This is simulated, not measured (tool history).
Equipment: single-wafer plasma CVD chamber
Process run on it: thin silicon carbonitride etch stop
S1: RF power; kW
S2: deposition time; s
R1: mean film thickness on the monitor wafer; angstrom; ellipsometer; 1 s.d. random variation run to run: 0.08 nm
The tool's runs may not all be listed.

run,hour,S1,S2,R1
1,0.0,0.265,26.6,163.12
2,7.4,0.280,27.4,170.88
3,14.2,0.280,30.1,188.85
4,15.1,0.280,27.9,174.26
5,23.3,0.255,27.9,168.30
6,25.6,0.270,28.3,174.64

Run 7 has not been measured yet. What should we expect?
7,32.3,0.310,30.1,?

Run 7 gave R1 194.70 angstrom.

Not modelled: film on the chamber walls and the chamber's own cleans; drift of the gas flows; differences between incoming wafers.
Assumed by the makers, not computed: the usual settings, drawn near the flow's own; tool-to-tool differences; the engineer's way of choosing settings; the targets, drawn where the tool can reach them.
